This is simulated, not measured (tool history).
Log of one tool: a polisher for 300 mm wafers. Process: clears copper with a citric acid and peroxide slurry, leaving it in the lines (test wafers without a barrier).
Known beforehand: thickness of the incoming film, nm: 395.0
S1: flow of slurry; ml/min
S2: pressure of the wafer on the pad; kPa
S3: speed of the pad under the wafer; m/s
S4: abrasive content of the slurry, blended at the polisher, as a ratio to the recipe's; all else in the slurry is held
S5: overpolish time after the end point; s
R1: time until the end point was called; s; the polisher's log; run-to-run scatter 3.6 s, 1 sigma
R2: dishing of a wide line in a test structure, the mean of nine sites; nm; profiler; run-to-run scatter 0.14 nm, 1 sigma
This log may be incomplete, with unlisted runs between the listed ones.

run,hour,S1,S2,S3,S4,S5,R1,R2
1,0.0,150,23.4,1.00,1.00,12,188.57,19.5520
2,5.4,150,23.4,1.00,1.15,12,180.21,20.4300
3,13.2,150,23.4,0.74,1.15,12,231.56,16.4510
4,17.0,150,23.4,0.74,1.15,8,223.83,10.9700
5,20.4,125,23.4,0.74,1.15,8,243.93,10.1500
6,27.8,125,23.4,0.94,1.15,8,192.61,12.4070
7,30.1,115,20.7,0.98,1.20,7,204.63,10.3240
8,31.5,105,17.9,1.04,1.30,6,235.55,8.4206
9,37.8,100,17.9,1.04,1.05,5,241.38,6.7489
10,41.3,95,18.6,1.06,0.95,5,244.15,6.3947
11,43.3,95,19.3,1.08,0.85,5,237.82,6.7091
12,45.8,95,19.3,1.12,0.75,5,232.97,6.5744
13,49.2,95,19.3,1.14,0.65,5,243.49,6.4962
14,57.6,95,19.3,1.14,0.65,5,242.44,6.7406
15,59.9,95,17.9,1.20,0.75,5,239.52,6.7671

Predict the results of run 16:
16,64.5,95,19.3,1.14,0.75,5,?,?

{"run 16": {"R1": 232.01, "R2": 7.0329}}

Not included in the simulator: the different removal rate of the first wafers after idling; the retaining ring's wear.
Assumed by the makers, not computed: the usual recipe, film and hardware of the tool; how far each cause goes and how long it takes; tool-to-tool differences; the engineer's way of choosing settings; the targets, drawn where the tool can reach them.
